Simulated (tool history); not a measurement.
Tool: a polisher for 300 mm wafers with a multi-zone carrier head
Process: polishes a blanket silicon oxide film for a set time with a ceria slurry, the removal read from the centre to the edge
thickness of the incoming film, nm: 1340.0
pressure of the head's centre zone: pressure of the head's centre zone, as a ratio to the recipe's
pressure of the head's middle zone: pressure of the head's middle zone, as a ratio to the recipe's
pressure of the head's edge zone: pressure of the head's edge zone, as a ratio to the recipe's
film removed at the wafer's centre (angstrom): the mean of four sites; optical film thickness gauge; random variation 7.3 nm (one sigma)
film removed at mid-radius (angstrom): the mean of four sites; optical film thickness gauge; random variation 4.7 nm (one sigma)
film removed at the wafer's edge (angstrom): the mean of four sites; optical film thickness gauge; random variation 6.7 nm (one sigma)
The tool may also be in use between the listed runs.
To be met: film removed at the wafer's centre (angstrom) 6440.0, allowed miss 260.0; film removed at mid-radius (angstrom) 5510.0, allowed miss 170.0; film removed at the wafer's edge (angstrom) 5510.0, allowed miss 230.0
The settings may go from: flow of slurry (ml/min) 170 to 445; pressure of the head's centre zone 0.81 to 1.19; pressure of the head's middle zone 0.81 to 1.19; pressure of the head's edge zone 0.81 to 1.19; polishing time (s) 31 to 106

run	hour	flow of slurry (ml/min)	pressure of the head's centre zone	pressure of the head's middle zone	pressure of the head's edge zone	polishing time (s)	film removed at the wafer's centre (angstrom)	film removed at mid-radius (angstrom)	film removed at the wafer's edge (angstrom)
1	0.0	285	1.00	1.00	1.00	68	4819.4	4682.6	4701.7
2	1.7	285	1.00	0.94	1.00	68	4941.3	4430.0	4834.8
3	9.5	350	1.00	0.94	1.00	68	4926.9	4544.5	4846.2
4	15.5	350	1.00	0.94	1.08	68	4890.0	4553.1	5050.5
5	22.8	400	1.00	0.94	1.08	68	4987.9	4614.2	5115.5
6	30.7	400	1.04	0.97	1.08	70	5342.6	4768.4	5123.7
7	32.6	400	1.06	0.99	1.08	72	5520.7	5023.3	5380.7
8	40.9	405	1.09	1.01	1.06	73	5920.9	5209.9	5425.4
9	45.2	405	1.11	1.02	1.06	73	5991.1	5237.1	5439.1
10	51.5	405	1.12	1.03	1.05	73	5999.4	5233.3	5481.3
11	55.5	405	1.12	1.03	1.05	73	5998.1	5262.6	5539.9
12	62.0	410	1.14	1.05	1.02	73	6131.4	5391.8	5418.1

Which of these 4 next moves meets every target?
A	68.5	415	1.17	1.11	0.99	71	?	?	?
B	68.5	400	1.15	1.04	1.01	76	?	?	?
C	68.5	440	1.02	0.98	1.02	76	?	?	?
D	68.5	345	1.12	1.09	1.18	72	?	?	?

move	film removed at the wafer's centre (angstrom)	film removed at mid-radius (angstrom)	film removed at the wafer's edge (angstrom)
A	6148.8	5539.2	5099.4
B	6446.2	5593.8	5502.9
C	5753.2	5359.8	5562.1
D	5870.0	5448.8	5565.3
A: further off than the last run
B: meets every target
C: further off than the last run
D: further off than the last run
Move B is the one to make.

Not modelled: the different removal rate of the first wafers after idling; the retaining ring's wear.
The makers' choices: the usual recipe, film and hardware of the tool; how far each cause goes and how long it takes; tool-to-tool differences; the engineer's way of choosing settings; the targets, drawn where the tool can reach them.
